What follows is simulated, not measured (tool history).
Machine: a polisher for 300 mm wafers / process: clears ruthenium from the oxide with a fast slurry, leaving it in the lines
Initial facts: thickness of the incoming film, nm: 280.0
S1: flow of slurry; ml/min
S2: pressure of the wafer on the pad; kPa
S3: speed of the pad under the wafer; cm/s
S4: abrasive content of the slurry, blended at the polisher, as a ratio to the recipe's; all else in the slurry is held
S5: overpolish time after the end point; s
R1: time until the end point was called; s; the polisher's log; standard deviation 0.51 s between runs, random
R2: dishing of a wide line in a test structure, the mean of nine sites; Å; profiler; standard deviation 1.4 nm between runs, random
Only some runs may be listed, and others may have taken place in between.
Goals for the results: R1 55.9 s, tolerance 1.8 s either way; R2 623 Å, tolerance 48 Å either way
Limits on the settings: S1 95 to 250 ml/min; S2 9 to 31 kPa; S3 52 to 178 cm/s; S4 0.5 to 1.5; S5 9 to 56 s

run 1 hour=0 | S1=160 S2=20 S3=114 S4=1 S5=29 | R1=70.841 R2=735.78
run 2 hour=7.4 | S1=170 S2=21.4 S3=114 S4=1 S5=24 | R1=65.5 R2=662.85
run 3 hour=10.3 | S1=170 S2=21.4 S3=114 S4=0.8 S5=24 | R1=75.754 R2=631.24
run 4 hour=12.5 | S1=170 S2=21.4 S3=114 S4=0.8 S5=17 | R1=76.703 R2=481.31
run 5 hour=18.8 | S1=170 S2=21.4 S3=114 S4=0.9 S5=17 | R1=69.481 R2=514.39
run 6 hour=27.3 | S1=175 S2=22.8 S3=114 S4=0.9 S5=18 | R1=66.076 R2=542.8
run 7 hour=30 | S1=180 S2=24.1 S3=114 S4=0.9 S5=19 | R1=61.875 R2=618.83
run 8 hour=32.8 | S1=185 S2=24.8 S3=114 S4=0.9 S5=18 | R1=60.613 R2=599.98

Exactly one of the 4 candidate moves below puts every result within its allowed miss. Which one?
run A hour=35.6 | S1=220 S2=23.4 S3=122 S4=1 S5=18 | R1=? R2=?
run B hour=35.6 | S1=130 S2=21.4 S3=134 S4=0.95 S5=14 | R1=? R2=?
run C hour=35.6 | S1=220 S2=26.2 S3=120 S4=0.85 S5=13 | R1=? R2=?
run D hour=35.6 | S1=185 S2=23.4 S3=110 S4=1 S5=16 | R1=? R2=?

move=A R1=55.016 R2=629.52
move=B R1=62.335 R2=481.26
move=C R1=55.225 R2=498.61
move=D R1=60.828 R2=541.04
A: each result inside its tolerance
B: the biggest miss grows against the last run
C: brings the result that was furthest off to its target, and leaves another outside
D: no better and no worse than the last run
A meets every target.
